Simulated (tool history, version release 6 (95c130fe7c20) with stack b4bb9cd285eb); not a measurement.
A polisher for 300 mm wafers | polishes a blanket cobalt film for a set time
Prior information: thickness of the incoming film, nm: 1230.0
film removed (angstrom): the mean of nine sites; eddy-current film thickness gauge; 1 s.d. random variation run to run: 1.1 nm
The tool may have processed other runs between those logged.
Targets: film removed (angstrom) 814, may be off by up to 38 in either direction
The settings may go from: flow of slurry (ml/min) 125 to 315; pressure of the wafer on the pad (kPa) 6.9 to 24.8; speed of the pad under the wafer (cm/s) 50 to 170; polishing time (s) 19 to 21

| run | hour | flow of slurry (ml/min) | pressure of the wafer on the pad (kPa) | speed of the pad under the wafer (cm/s) | polishing time (s) | film removed (angstrom) |
|---|---|---|---|---|---|---|
| 1 | 0 | 205 | 15.9 | 110 | 21 | 1104.2 |
| 2 | 0.6 | 205 | 15.9 | 136 | 21 | 1296.2 |
| 3 | 8 | 170 | 15.9 | 136 | 21 | 1262.7 |
| 4 | 14.2 | 205 | 15.9 | 136 | 21 | 1312.6 |
| 5 | 14.8 | 205 | 15.9 | 112 | 21 | 1111.8 |
| 6 | 16 | 205 | 15.2 | 112 | 21 | 1084 |
| 7 | 20.4 | 205 | 14.5 | 112 | 21 | 1028.2 |
| 8 | 24 | 205 | 13.8 | 112 | 21 | 999.6 |
| 9 | 26.3 | 205 | 13.1 | 112 | 21 | 959.52 |
| 10 | 27.7 | 205 | 12.4 | 112 | 21 | 907.6 |
|  | 33.5 | worn pad replaced by a new one |
| 11 | 33.5 | 200 | 11.7 | 112 | 21 | 966.1 |
| 12 | 35.5 | 200 | 11 | 110 | 21 | 936.06 |
| 13 | 39 | 200 | 10.3 | 108 | 21 | 876.05 |

Exercise: of the 5 proposed moves below, exactly one satisfies all targets within the stated allowed misses. Which move is it?
| A | 42.5 | 215 | 9.7 | 102 | 21 | ? |
| B | 42.5 | 210 | 9.7 | 106 | 19 | ? |
| C | 42.5 | 255 | 8.3 | 102 | 21 | ? |
| D | 42.5 | 195 | 10.3 | 100 | 19 | ? |
| E | 42.5 | 250 | 9.7 | 128 | 19 | ? |

| move | film removed (angstrom) |
|---|---|
| A | 822.45 |
| B | 765.03 |
| C | 756.43 |
| D | 758.19 |
| E | 912.89 |
A: in spec on every target
B: takes the result that was furthest off past its target
C: takes the result that was furthest off past its target
D: takes the result that was furthest off past its target
E: its largest miss is bigger than the last run's
So the answer is move A, the one that meets all the targets.
